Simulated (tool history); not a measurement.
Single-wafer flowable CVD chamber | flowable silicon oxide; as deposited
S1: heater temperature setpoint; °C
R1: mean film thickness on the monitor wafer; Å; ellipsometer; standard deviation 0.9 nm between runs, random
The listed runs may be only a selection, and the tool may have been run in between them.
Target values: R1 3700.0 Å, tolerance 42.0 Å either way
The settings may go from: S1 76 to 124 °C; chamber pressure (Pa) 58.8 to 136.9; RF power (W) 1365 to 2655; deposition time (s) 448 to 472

{"run": 1, "hour": 0.0, "S1": 100, "chamber pressure (Pa)": 97.9, "RF power (W)": 2010, "deposition time (s)": 472, "R1": 2719.4}
{"run": 2, "hour": 4.2, "S1": 97, "chamber pressure (Pa)": 97.9, "RF power (W)": 2010, "deposition time (s)": 472, "R1": 3049.5}
{"run": 3, "hour": 6.4, "S1": 95, "chamber pressure (Pa)": 97.9, "RF power (W)": 2010, "deposition time (s)": 472, "R1": 3291.1}
{"run": 4, "hour": 13.1, "S1": 95, "chamber pressure (Pa)": 84.0, "RF power (W)": 2010, "deposition time (s)": 472, "R1": 2834.1}
{"run": 5, "hour": 16.7, "S1": 95, "chamber pressure (Pa)": 84.0, "RF power (W)": 1805, "deposition time (s)": 472, "R1": 2768.7}
{"run": 6, "hour": 25.2, "S1": 106, "chamber pressure (Pa)": 84.0, "RF power (W)": 1805, "deposition time (s)": 472, "R1": 1815.1}
{"run": 7, "hour": 32.3, "S1": 100, "chamber pressure (Pa)": 84.0, "RF power (W)": 1805, "deposition time (s)": 472, "R1": 2291.2}
{"run": 8, "hour": 33.1, "S1": 96, "chamber pressure (Pa)": 84.0, "RF power (W)": 1805, "deposition time (s)": 472, "R1": 2658.0}
{"run": 9, "hour": 38.1, "S1": 93, "chamber pressure (Pa)": 84.0, "RF power (W)": 1805, "deposition time (s)": 472, "R1": 2978.9}
{"run": 10, "hour": 41.6, "S1": 86, "chamber pressure (Pa)": 84.0, "RF power (W)": 1805, "deposition time (s)": 472, "R1": 3772.8}
{"run": 11, "hour": 45.5, "S1": 87, "chamber pressure (Pa)": 84.0, "RF power (W)": 1805, "deposition time (s)": 472, "R1": 3633.3}
{"hour": 46.7, "done": "thermocouple changed; heater temperature recalibrated"}
{"run": 12, "hour": 46.7, "S1": 86, "chamber pressure (Pa)": 84.0, "RF power (W)": 1805, "deposition time (s)": 472, "R1": 3379.8}
{"run": 13, "hour": 53.5, "S1": 85, "chamber pressure (Pa)": 84.0, "RF power (W)": 1805, "deposition time (s)": 472, "R1": 3504.6}
{"run": 14, "hour": 60.5, "S1": 84, "chamber pressure (Pa)": 84.0, "RF power (W)": 1805, "deposition time (s)": 472, "R1": 3613.9}
{"run": 15, "hour": 62.4, "S1": 83, "chamber pressure (Pa)": 84.0, "RF power (W)": 1805, "deposition time (s)": 472, "R1": 3764.9}
{"run": 16, "hour": 68.5, "S1": 84, "chamber pressure (Pa)": 84.0, "RF power (W)": 1805, "deposition time (s)": 472, "R1": 3620.7}
{"run": 17, "hour": 71.8, "S1": 83, "chamber pressure (Pa)": 84.0, "RF power (W)": 1805, "deposition time (s)": 472, "R1": 3755.7}

Next run, 4 choices. One meets every target within its allowed miss, the rest don't. Which?
{"run": "A", "hour": 75.1, "S1": 82, "chamber pressure (Pa)": 87.1, "RF power (W)": 1745, "deposition time (s)": 451, "R1": "?"}
{"run": "B", "hour": 75.1, "S1": 86, "chamber pressure (Pa)": 90.4, "RF power (W)": 1780, "deposition time (s)": 464, "R1": "?"}
{"run": "C", "hour": 75.1, "S1": 79, "chamber pressure (Pa)": 80.4, "RF power (W)": 1515, "deposition time (s)": 454, "R1": "?"}
{"run": "D", "hour": 75.1, "S1": 78, "chamber pressure (Pa)": 72.1, "RF power (W)": 1850, "deposition time (s)": 448, "R1": "?"}

move=A R1=3792.1
move=B R1=3550.6
move=C R1=3702.0
move=D R1=3607.4
A: the biggest miss grows against the last run
B: moves the result that the last run missed by most past its target, out the other side
C: all results in spec
D: moves the result that the last run missed by most past its target, out the other side
C meets every target.
